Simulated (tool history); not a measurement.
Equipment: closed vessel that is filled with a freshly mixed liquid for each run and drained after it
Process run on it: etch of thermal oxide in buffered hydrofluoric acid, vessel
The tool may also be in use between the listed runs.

| run | hour | temperature setpoint of the liquid (°C) | parts of 40 % ammonium fluoride to one part of 49 % hydrofluoric acid (parts by volume) | time in the liquid (s) | thickness taken off the thermal oxide on a monitor wafer (Å) |
|---|---|---|---|---|---|
| 1 | 0.0 | 24.0 | 18.0 | 105 | 626.25 |
| 2 | 3.7 | 21.5 | 18.0 | 105 | 541.52 |
| 3 | 7.5 | 21.5 | 18.0 | 110 | 570.11 |
| 4 | 13.6 | 21.5 | 18.0 | 105 | 539.31 |
| 5 | 21.9 | 21.5 | 22.5 | 105 | 451.88 |
| 6 | 28.6 | 25.0 | 22.5 | 105 | 543.62 |
| 7 | 31.4 | 27.5 | 22.5 | 105 | 623.66 |

Run 8, settings as shown, results not yet in. Your forecast:
| 8 | 34.8 | 31.5 | 21.5 | 105 | ? |

Run 8 gave thickness taken off the thermal oxide on a monitor wafer (Å) 790.43.
